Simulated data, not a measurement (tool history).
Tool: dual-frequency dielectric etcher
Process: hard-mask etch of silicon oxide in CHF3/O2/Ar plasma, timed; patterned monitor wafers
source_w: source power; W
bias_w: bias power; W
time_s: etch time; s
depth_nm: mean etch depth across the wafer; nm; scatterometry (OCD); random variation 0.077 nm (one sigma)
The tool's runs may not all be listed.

run 1 day=0 | source_w=720 bias_w=123 time_s=15.5 | depth_nm=31.129
run 2 day=0.162 | source_w=720 bias_w=123 time_s=14 | depth_nm=28.185
run 3 day=0.479 | source_w=720 bias_w=123 time_s=15.5 | depth_nm=31.242
run 4 day=0.529 | source_w=640 bias_w=120 time_s=15.5 | depth_nm=29.212
run 5 day=0.633 | source_w=690 bias_w=120 time_s=15.5 | depth_nm=30.417
run 6 day=0.867 | source_w=690 bias_w=120 time_s=15.5 | depth_nm=30.417
run 7 day=1.212 | source_w=620 bias_w=119 time_s=15.5 | depth_nm=28.695
run 8 day=1.5 | source_w=580 bias_w=119 time_s=15.5 | depth_nm=27.827
run 9 day=1.571 | source_w=560 bias_w=119 time_s=15.5 | depth_nm=27.433
run 10 day=1.867 | source_w=480 bias_w=118 time_s=15.5 | depth_nm=25.096

The next listed run, before its measurement:
run 11 day=2.133 | source_w=480 bias_w=118 time_s=15.5 | depth_nm=?

depth_nm: 25.109 nm

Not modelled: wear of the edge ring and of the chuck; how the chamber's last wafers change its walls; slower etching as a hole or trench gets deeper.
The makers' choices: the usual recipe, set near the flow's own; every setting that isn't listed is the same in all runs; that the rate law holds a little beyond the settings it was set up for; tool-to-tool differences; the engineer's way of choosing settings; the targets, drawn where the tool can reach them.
